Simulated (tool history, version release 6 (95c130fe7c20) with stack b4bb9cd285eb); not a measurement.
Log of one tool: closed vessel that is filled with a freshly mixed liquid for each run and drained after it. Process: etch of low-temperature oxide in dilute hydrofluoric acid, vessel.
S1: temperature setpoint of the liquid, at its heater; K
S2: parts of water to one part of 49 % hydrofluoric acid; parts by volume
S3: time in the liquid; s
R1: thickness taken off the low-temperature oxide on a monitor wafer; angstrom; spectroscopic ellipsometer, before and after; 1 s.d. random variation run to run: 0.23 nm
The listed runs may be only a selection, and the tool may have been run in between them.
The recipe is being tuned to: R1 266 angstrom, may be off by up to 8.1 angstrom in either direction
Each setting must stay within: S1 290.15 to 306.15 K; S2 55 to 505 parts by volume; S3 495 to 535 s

run	hour	S1	S2	S3	R1
1	0	298.15	280	495	183.32
2	3.6	298.15	280	495	183.23
3	7.1	298.15	280	495	183.77
4	9.2	294.65	280	495	161.6
5	16.4	297.65	270	495	189.43
6	23.6	299.65	265	495	209.28
7	25.4	301.15	265	495	215.73
8	30.1	301.15	265	495	218.4
9	37.1	302.65	260	495	234.59
10	39.6	303.65	260	495	246.04
11	47.7	304.15	260	495	250.61
12	54.7	304.65	260	495	248.41
13	58.6	305.15	260	495	251.34

5 next moves are on the table. One of them brings every result within its allowed miss. Which?
A	62.5	301.65	245	495	?
B	62.5	305.65	290	495	?
C	62.5	305.65	270	495	?
D	62.5	306.15	270	525	?
E	62.5	300.15	250	495	?

move	R1
A	245.03
B	224.08
C	246.41
D	265.53
E	226.83
A: further off than the last run
B: further off than the last run
C: further off than the last run
D: meets every target
E: further off than the last run
Correct choice: D, which meets every target
